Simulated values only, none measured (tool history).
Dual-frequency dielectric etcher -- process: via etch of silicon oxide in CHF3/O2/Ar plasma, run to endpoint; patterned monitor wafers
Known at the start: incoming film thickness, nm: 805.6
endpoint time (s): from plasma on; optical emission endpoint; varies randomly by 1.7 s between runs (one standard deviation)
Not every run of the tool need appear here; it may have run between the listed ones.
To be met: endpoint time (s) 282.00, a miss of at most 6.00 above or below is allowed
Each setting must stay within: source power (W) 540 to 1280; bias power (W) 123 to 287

{"run": 1, "hour": 0.0, "source power (W)": 910, "bias power (W)": 205, "endpoint time (s)": 314.33}
{"run": 2, "hour": 7.5, "source power (W)": 970, "bias power (W)": 205, "endpoint time (s)": 305.83}
{"run": 3, "hour": 15.2, "source power (W)": 1000, "bias power (W)": 207, "endpoint time (s)": 300.83}
{"run": 4, "hour": 17.2, "source power (W)": 1030, "bias power (W)": 208, "endpoint time (s)": 296.77}
{"run": 5, "hour": 25.5, "source power (W)": 1030, "bias power (W)": 175, "endpoint time (s)": 319.03}
{"run": 6, "hour": 32.3, "source power (W)": 1080, "bias power (W)": 179, "endpoint time (s)": 306.99}
{"run": 7, "hour": 33.9, "source power (W)": 1110, "bias power (W)": 180, "endpoint time (s)": 306.47}
{"run": 8, "hour": 34.8, "source power (W)": 1140, "bias power (W)": 184, "endpoint time (s)": 301.3}
{"run": 9, "hour": 38.9, "source power (W)": 1160, "bias power (W)": 187, "endpoint time (s)": 296.98}
{"run": 10, "hour": 39.6, "source power (W)": 1180, "bias power (W)": 189, "endpoint time (s)": 294.58}
{"run": 11, "hour": 43.1, "source power (W)": 1200, "bias power (W)": 191, "endpoint time (s)": 289.49}
{"run": 12, "hour": 49.0, "source power (W)": 1210, "bias power (W)": 192, "endpoint time (s)": 289.04}

Consider the 4 candidate settings below. Which is the only one whose results all fall within their allowed miss of target?
{"run": "A", "hour": 54.9, "source power (W)": 1220, "bias power (W)": 180, "endpoint time (s)": "?"}
{"run": "B", "hour": 54.9, "source power (W)": 1280, "bias power (W)": 171, "endpoint time (s)": "?"}
{"run": "C", "hour": 54.9, "source power (W)": 1250, "bias power (W)": 201, "endpoint time (s)": "?"}
{"run": "D", "hour": 54.9, "source power (W)": 1140, "bias power (W)": 186, "endpoint time (s)": "?"}

move=A endpoint_time_(s)=291.75
move=B endpoint_time_(s)=291.88
move=C endpoint_time_(s)=278.22
move=D endpoint_time_(s)=295.51
A: its largest miss is bigger than the last run's
B: its largest miss is bigger than the last run's
C: every result within its allowed miss
D: its largest miss is bigger than the last run's
Correct choice: C, which meets every target
